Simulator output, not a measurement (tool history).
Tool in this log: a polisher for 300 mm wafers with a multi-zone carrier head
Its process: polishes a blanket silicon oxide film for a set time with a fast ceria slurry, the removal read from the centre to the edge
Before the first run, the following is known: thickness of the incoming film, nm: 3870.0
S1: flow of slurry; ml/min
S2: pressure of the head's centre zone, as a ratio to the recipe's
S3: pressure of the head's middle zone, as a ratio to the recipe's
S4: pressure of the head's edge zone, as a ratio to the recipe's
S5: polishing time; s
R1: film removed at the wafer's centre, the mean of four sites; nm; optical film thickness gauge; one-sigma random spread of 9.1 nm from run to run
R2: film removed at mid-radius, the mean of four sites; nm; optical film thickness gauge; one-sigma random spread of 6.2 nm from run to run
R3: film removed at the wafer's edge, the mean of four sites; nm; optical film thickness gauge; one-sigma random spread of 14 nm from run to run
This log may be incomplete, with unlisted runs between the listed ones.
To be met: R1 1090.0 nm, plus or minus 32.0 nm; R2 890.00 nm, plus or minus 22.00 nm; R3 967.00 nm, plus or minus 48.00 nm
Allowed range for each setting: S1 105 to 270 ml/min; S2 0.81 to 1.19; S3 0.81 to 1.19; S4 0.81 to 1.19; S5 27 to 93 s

| run | day | S1 | S2 | S3 | S4 | S5 | R1 | R2 | R3 |
|---|---|---|---|---|---|---|---|---|---|
| 1 | 0.000 | 175 | 1.00 | 1.00 | 1.00 | 59 | 1118.7 | 1094.00 | 1087.50 |
| 2 | 0.154 | 175 | 0.96 | 1.00 | 1.00 | 59 | 1065.1 | 1096.20 | 1083.20 |
| 3 | 0.246 | 175 | 0.96 | 1.04 | 1.00 | 59 | 1053.5 | 1131.00 | 1094.60 |
| 4 | 0.329 | 175 | 1.02 | 1.04 | 1.00 | 59 | 1118.6 | 1141.10 | 1112.90 |
| 5 | 0.550 | 160 | 1.02 | 0.99 | 0.99 | 58 | 1063.9 | 1058.20 | 1052.10 |
| 6 | 0.825 | 160 | 1.02 | 0.99 | 0.99 | 65 | 1206.9 | 1177.40 | 1203.50 |
| 7 | 0.888 | 155 | 1.03 | 0.94 | 0.96 | 63 | 1163.4 | 1084.30 | 1135.20 |
|  | 1.142 | worn pad replaced by a new one |
| 8 | 1.142 | 155 | 1.05 | 0.91 | 0.92 | 62 | 1334.5 | 1169.30 | 1256.40 |
| 9 | 1.308 | 155 | 1.08 | 0.92 | 0.97 | 60 | 1313.2 | 1134.00 | 1242.70 |
| 10 | 1.604 | 150 | 1.07 | 0.89 | 0.92 | 56 | 1204.5 | 1010.70 | 1095.70 |
| 11 | 1.717 | 140 | 1.07 | 0.88 | 0.90 | 55 | 1165.3 | 981.86 | 1062.30 |
| 12 | 2.042 | 125 | 1.08 | 0.82 | 0.81 | 51 | 1060.4 | 834.69 | 934.19 |
| 13 | 2.304 | 160 | 1.07 | 0.85 | 0.84 | 51 | 1123.3 | 911.64 | 963.51 |

Exercise: of the 5 proposed moves below, exactly one satisfies all targets within the stated allowed misses. Which move is it?
| A | 2.567 | 105 | 1.06 | 0.81 | 0.93 | 58 | ? | ? | ? |
| B | 2.567 | 205 | 1.07 | 0.97 | 0.81 | 47 | ? | ? | ? |
| C | 2.567 | 145 | 1.07 | 0.85 | 0.86 | 51 | ? | ? | ? |
| D | 2.567 | 145 | 1.06 | 0.84 | 0.81 | 55 | ? | ? | ? |
| E | 2.567 | 180 | 1.10 | 0.92 | 0.88 | 48 | ? | ? | ? |

| move | R1 | R2 | R3 |
|---|---|---|---|
| A | 1111.4 | 893.53 | 1079.10 |
| B | 1083.8 | 980.96 | 914.91 |
| C | 1093.1 | 894.11 | 974.00 |
| D | 1167.7 | 955.04 | 1023.10 |
| E | 1111.1 | 938.04 | 954.97 |
A: corrects the largest miss of the last run, while another result sits out of spec
B: corrects the largest miss of the last run, while another result sits out of spec
C: each result inside its tolerance
D: misses by more than the last run did
E: corrects the largest miss of the last run, while another result sits out of spec
C meets every target.
